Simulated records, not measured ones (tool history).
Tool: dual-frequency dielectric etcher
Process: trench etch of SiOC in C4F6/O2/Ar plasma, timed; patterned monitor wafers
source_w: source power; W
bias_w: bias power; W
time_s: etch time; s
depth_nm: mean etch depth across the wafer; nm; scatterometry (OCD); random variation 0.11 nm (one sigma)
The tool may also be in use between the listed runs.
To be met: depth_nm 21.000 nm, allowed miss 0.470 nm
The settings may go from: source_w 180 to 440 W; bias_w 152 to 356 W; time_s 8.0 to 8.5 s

run 1 day=0.000 | source_w=310 bias_w=254 time_s=8.5 | depth_nm=18.882
run 2 day=0.083 | source_w=310 bias_w=254 time_s=8.0 | depth_nm=17.817
run 3 day=0.267 | source_w=330 bias_w=260 time_s=8.0 | depth_nm=18.071
run 4 day=0.567 | source_w=330 bias_w=305 time_s=8.0 | depth_nm=19.070
run 5 day=0.912 | source_w=340 bias_w=314 time_s=8.0 | depth_nm=19.365
run 6 day=1.092 | source_w=320 bias_w=314 time_s=8.0 | depth_nm=19.127
run 7 day=1.217 | source_w=320 bias_w=314 time_s=8.0 | depth_nm=19.013
run 8 day=1.446 | source_w=380 bias_w=330 time_s=8.0 | depth_nm=20.193
run 9 day=1.704 | source_w=390 bias_w=334 time_s=8.0 | depth_nm=20.607
run 10 day=1.908 | source_w=390 bias_w=335 time_s=8.0 | depth_nm=20.473

5 next moves are on the table. One of them brings every result within its allowed miss. Which?
run A day=2.112 | source_w=350 bias_w=313 time_s=8.0 | depth_nm=?
run B day=2.112 | source_w=360 bias_w=340 time_s=8.0 | depth_nm=?
run C day=2.112 | source_w=440 bias_w=321 time_s=8.0 | depth_nm=?
run D day=2.112 | source_w=300 bias_w=319 time_s=8.5 | depth_nm=?
run E day=2.112 | source_w=310 bias_w=325 time_s=8.5 | depth_nm=?

move=A depth_nm=19.518
move=B depth_nm=20.144
move=C depth_nm=21.008
move=D depth_nm=19.980
move=E depth_nm=20.266
A: further off than the last run
B: further off than the last run
C: meets every target
D: further off than the last run
E: further off than the last run
Answer: C

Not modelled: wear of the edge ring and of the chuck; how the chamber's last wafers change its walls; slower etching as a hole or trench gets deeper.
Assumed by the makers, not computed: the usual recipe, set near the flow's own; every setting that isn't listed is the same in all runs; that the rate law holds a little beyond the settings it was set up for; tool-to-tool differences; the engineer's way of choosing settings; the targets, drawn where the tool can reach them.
